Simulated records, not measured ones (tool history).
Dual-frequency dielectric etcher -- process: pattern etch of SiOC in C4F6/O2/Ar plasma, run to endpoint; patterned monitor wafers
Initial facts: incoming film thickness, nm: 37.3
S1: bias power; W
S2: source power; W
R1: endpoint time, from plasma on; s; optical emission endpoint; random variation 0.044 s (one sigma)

| run | hour | S1 | S2 | R1 |
|---|---|---|---|---|
| 1 | 0 | 549 | 410 | 12.347 |
| 2 | 5.7 | 549 | 340 | 13.183 |
| 3 | 10.1 | 534 | 340 | 13.337 |
| 4 | 11.7 | 629 | 340 | 12.386 |
| 5 | 15.9 | 585 | 340 | 12.778 |
| 6 | 23.6 | 585 | 410 | 11.976 |
| 7 | 27.7 | 543 | 400 | 12.47 |
| 8 | 29.6 | 512 | 400 | 12.937 |

What will run 9 give?
| 9 | 35.1 | 495 | 400 | ? |

R1: 13.078 s
